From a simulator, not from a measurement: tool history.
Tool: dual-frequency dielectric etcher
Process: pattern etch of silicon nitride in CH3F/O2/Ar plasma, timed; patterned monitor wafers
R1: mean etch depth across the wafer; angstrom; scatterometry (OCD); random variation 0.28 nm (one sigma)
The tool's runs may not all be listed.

Run 1, hour 0.0: source power (kW) 0.360, bias power (kW) 0.071, etch time (s) 67.5. Result: R1 541.34 angstrom.
Run 2, hour 2.7: source power (kW) 0.300, bias power (kW) 0.071, etch time (s) 67.5. Result: R1 508.65 angstrom.
Run 3, hour 10.4: source power (kW) 0.330, bias power (kW) 0.071, etch time (s) 67.5. Result: R1 527.08 angstrom.
Run 4, hour 17.0: source power (kW) 0.380, bias power (kW) 0.071, etch time (s) 67.5. Result: R1 558.62 angstrom.
At hour 19.7: source power generator calibrated.
Run 5, hour 19.7: source power (kW) 0.430, bias power (kW) 0.071, etch time (s) 67.5. Result: R1 571.77 angstrom.
Run 6, hour 22.9: source power (kW) 0.460, bias power (kW) 0.071, etch time (s) 67.5. Result: R1 582.12 angstrom.

Run 7 comes next. What will it give?
Run 7, hour 23.7: source power (kW) 0.410, bias power (kW) 0.064, etch time (s) 67.5. Result: R1 ?.

{"run 7": {"R1": 529.04}}
